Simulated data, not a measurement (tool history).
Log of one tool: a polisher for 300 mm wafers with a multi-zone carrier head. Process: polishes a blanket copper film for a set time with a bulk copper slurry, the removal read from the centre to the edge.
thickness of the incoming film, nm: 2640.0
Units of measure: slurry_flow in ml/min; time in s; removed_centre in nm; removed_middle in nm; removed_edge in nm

run  hour  slurry_flow  centre_zone  middle_zone  edge_zone  slurry_solids  time  removed_centre  removed_middle  removed_edge
  1   0.0          140         1.00         1.00       1.00           1.00    59          844.17          862.08        840.01
  2   1.2          145         1.01         1.01       1.02           1.05    59          879.32          875.57        843.23
  3   9.2          180         1.01         1.01       1.02           1.05    59          929.20          896.45        887.84
  4  15.0          185         1.01         1.02       1.03           1.10    59          941.58          939.67        890.99
  5  17.4          185         1.01         1.02       0.97           1.10    59          911.66          921.84        871.79
  6  24.9          185         1.01         1.06       0.97           1.10    59          932.26          941.61        899.98
  7  25.9          185         1.01         1.07       0.98           1.10    59          935.59          954.53        871.16
  8  28.7          185         1.01         1.06       0.99           1.15    60          941.08          976.67        909.51

Run 9 comes next. What will it give?
  9  31.9          185         1.01         1.06       0.99           1.15    60               ?               ?             ?

For run 9 the tool returned removed_centre 942.37 nm, removed_middle 967.19 nm, removed_edge 913.94 nm.

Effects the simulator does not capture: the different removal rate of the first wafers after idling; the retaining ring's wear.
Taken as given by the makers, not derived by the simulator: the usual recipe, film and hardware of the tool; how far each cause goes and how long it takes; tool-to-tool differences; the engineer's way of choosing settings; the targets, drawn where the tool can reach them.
